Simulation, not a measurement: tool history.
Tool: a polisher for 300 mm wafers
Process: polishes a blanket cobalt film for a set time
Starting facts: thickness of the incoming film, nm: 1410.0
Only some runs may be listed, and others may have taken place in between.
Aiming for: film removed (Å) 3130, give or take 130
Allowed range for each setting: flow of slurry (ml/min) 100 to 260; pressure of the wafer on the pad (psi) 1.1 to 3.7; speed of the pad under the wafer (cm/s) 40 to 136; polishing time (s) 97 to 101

run,hour,flow of slurry (ml/min),pressure of the wafer on the pad (psi),speed of the pad under the wafer (cm/s),polishing time (s),film removed (Å)
1,0,165,2.4,88,97,5566.2
2,7.5,165,2.4,96,97,6038.8
3,13.5,165,2.4,104,97,6406.7
4,19.2,160,2.1,100,97,5474.1
5,22.6,160,1.7,100,97,4456
6,28.6,160,2,100,97,5315
7,31.8,160,1.8,96,97,4630.6
8,38.2,160,1.6,94,97,4010.7
9,41,160,1.5,94,97,3674.9
10,48.7,160,1.5,94,97,3754.9
11,56,160,1.4,94,97,3493.4
# hour 61.6: slurry nozzle cleaned
12,61.6,160,1.3,94,97,3420.6

Below are 4 possible settings for the next run. Only one of them brings all results inside the allowed miss of their targets. Which is it?
A,67.2,155,1.4,90,100,?
B,67.2,135,1.3,88,98,?
C,67.2,160,1.3,88,100,?
D,67.2,165,1.1,88,98,?

move,film removed (Å)
A,3605.4
B,3175.6
C,3308
D,2780
A: lands further from the targets than the last run did
B: meets every target
C: closes in on the targets versus the last run, not all within tolerance yet
D: takes the biggest miss from the last run beyond its target
Move B is the one to make.

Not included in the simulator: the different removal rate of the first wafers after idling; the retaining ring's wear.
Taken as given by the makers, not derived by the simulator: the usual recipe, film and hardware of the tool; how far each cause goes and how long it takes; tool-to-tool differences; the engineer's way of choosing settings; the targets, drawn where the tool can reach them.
